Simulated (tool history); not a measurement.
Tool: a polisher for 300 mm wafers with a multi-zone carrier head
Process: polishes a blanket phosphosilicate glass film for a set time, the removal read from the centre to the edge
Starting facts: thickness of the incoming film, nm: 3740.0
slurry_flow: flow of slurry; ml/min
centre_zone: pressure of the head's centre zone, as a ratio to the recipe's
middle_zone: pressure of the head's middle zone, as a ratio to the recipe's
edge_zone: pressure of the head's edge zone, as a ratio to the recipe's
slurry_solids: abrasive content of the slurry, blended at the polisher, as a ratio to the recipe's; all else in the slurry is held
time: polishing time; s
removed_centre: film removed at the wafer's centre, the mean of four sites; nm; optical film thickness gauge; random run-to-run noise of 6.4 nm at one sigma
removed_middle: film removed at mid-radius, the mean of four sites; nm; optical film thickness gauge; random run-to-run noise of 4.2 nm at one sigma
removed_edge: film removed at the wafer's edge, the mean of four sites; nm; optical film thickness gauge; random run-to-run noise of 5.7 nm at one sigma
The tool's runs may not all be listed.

run  hour  slurry_flow  centre_zone  middle_zone  edge_zone  slurry_solids  time  removed_centre  removed_middle  removed_edge
  1   0.0          275         1.00         1.00       1.00           1.00    73          376.74          364.45        377.01
  2   7.3          275         1.07         1.00       1.00           1.00    73          411.71          372.00        377.66
  3   9.1          280         1.10         1.02       1.02           1.05    73          421.73          385.43        395.98
  4  16.7          285         1.12         1.03       1.00           1.10    73          450.87          393.68        390.02
  5  19.7          285         1.12         1.03       1.00           1.10    87          535.89          466.05        466.25
  6  25.9          285         1.12         1.03       1.09           1.10    87          533.05          475.28        491.56
  7  30.4          285         1.12         1.04       1.05           1.05    87          529.36          471.91        470.10

Forecast run 8:
  8  37.4          285         1.12         1.04       1.02           1.00    87               ?               ?             ?

removed_centre: 516.47 nm
removed_middle: 453.76 nm
removed_edge: 459.85 nm
